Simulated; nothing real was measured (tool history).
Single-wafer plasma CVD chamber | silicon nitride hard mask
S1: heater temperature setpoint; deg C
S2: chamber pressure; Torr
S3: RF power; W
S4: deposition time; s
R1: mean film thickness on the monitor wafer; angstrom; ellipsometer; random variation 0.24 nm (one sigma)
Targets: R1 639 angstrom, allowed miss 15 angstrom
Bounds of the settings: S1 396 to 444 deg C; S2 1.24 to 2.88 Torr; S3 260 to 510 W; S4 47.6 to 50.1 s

| run | day | S1 | S2 | S3 | S4 | R1 |
|---|---|---|---|---|---|---|
| 1 | 0 | 420 | 2.06 | 385 | 50.1 | 757.69 |
| 2 | 0.029 | 420 | 2.25 | 385 | 50.1 | 776.15 |
| 3 | 0.229 | 420 | 2.09 | 365 | 49.8 | 725.24 |
| 4 | 0.438 | 420 | 2.09 | 365 | 47.6 | 693.24 |
| 5 | 0.542 | 420 | 2.35 | 365 | 47.6 | 724.4 |
| 6 | 0.767 | 414 | 2.35 | 365 | 47.6 | 722.4 |
| 7 | 1.1 | 414 | 2.2 | 360 | 47.6 | 704.91 |
| 8 | 1.462 | 414 | 2.08 | 355 | 47.6 | 682.38 |
| 9 | 1.65 | 414 | 2.08 | 355 | 47.6 | 679.88 |
| 10 | 1.675 | 414 | 1.74 | 335 | 47.6 | 616.74 |
| 11 | 1.792 | 414 | 1.78 | 335 | 47.6 | 620.9 |

5 next moves are on the table. One of them brings every result within its allowed miss. Which?
| A | 1.908 | 419 | 1.82 | 320 | 47.6 | ? |
| B | 1.908 | 413 | 1.78 | 320 | 47.6 | ? |
| C | 1.908 | 413 | 1.77 | 325 | 47.6 | ? |
| D | 1.908 | 420 | 1.7 | 310 | 48.7 | ? |
| E | 1.908 | 422 | 1.45 | 360 | 50.1 | ? |

| move | R1 |
|---|---|
| A | 610.34 |
| B | 606.94 |
| C | 612.45 |
| D | 595.33 |
| E | 637.4 |
A: further off than the last run
B: further off than the last run
C: further off than the last run
D: further off than the last run
E: meets every target
The right move is E.
